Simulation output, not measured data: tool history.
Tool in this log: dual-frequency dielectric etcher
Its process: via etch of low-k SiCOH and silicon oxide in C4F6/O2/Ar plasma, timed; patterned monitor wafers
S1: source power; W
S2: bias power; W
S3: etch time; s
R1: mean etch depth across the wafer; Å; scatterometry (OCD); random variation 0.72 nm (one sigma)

run 1 hour=0.0 | S1=290 S2=235 S3=67.5 | R1=1720.5
run 2 hour=4.9 | S1=260 S2=231 S3=67.5 | R1=1639.4
run 3 hour=6.2 | S1=260 S2=231 S3=67.5 | R1=1638.9
run 4 hour=6.8 | S1=290 S2=231 S3=67.5 | R1=1699.7
run 5 hour=10.5 | S1=260 S2=231 S3=67.5 | R1=1630.3
run 6 hour=19.1 | S1=260 S2=259 S3=67.5 | R1=1718.2
-- hour=25.0 wet clean of the chamber
run 7 hour=25.0 | S1=240 S2=251 S3=67.5 | R1=1617.9

For run 8, what comes out?
run 8 hour=30.3 | S1=230 S2=250 S3=67.5 | R1=?

Run 8 produced R1 1592.0 Å.
